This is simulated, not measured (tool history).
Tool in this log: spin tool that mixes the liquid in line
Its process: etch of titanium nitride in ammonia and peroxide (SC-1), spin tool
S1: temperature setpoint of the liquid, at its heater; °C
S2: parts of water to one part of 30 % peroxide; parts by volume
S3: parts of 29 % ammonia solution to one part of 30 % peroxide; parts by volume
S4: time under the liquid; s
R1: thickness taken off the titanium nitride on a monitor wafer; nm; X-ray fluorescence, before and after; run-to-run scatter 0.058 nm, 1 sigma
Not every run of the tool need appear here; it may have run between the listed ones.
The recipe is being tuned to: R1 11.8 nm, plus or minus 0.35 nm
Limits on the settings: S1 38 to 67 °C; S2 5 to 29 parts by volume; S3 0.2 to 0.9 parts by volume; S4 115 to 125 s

Run 1, hour 0: S1 51 °C, S2 16 parts by volume, S3 0.5 parts by volume, S4 115 s. Result: R1 6.3996 nm.
Run 2, hour 1.6: S1 51 °C, S2 20 parts by volume, S3 0.5 parts by volume, S4 115 s. Result: R1 5.6004 nm.
Run 3, hour 5.6: S1 51 °C, S2 15.5 parts by volume, S3 0.5 parts by volume, S4 115 s. Result: R1 6.4984 nm.
Run 4, hour 6.6: S1 51 °C, S2 15.5 parts by volume, S3 0.3 parts by volume, S4 115 s. Result: R1 5.8741 nm.
At hour 10.9: new drum of ammonia solution connected.
Run 5, hour 10.9: S1 54 °C, S2 15.5 parts by volume, S3 0.3 parts by volume, S4 115 s. Result: R1 7.4187 nm.
Run 6, hour 14: S1 55.5 °C, S2 15.5 parts by volume, S3 0.3 parts by volume, S4 115 s. Result: R1 8.1274 nm.
Run 7, hour 16.5: S1 56.5 °C, S2 15.5 parts by volume, S3 0.3 parts by volume, S4 115 s. Result: R1 8.6834 nm.
Run 8, hour 19.2: S1 62 °C, S2 15.5 parts by volume, S3 0.3 parts by volume, S4 115 s. Result: R1 12.626 nm.

5 next moves are on the table. One of them brings every result within its allowed miss. Which?
Run A, hour 21.9: S1 65.5 °C, S2 18 parts by volume, S3 0.2 parts by volume, S4 120 s. Result: R1 ?.
Run B, hour 21.9: S1 64 °C, S2 17.5 parts by volume, S3 0.2 parts by volume, S4 120 s. Result: R1 ?.
Run C, hour 21.9: S1 64 °C, S2 15.5 parts by volume, S3 0.2 parts by volume, S4 120 s. Result: R1 ?.
Run D, hour 21.9: S1 63.5 °C, S2 17 parts by volume, S3 0.25 parts by volume, S4 115 s. Result: R1 ?.
Run E, hour 21.9: S1 54 °C, S2 8.5 parts by volume, S3 0.4 parts by volume, S4 125 s. Result: R1 ?.

move      R1
   A  13.886
   B  12.822
   C  13.722
   D  12.626
   E  11.617
A: misses by more than the last run did
B: misses by more than the last run did
C: misses by more than the last run did
D: roughly where the last run was
E: all results land within tolerance of their targets
Move E is the one to make.
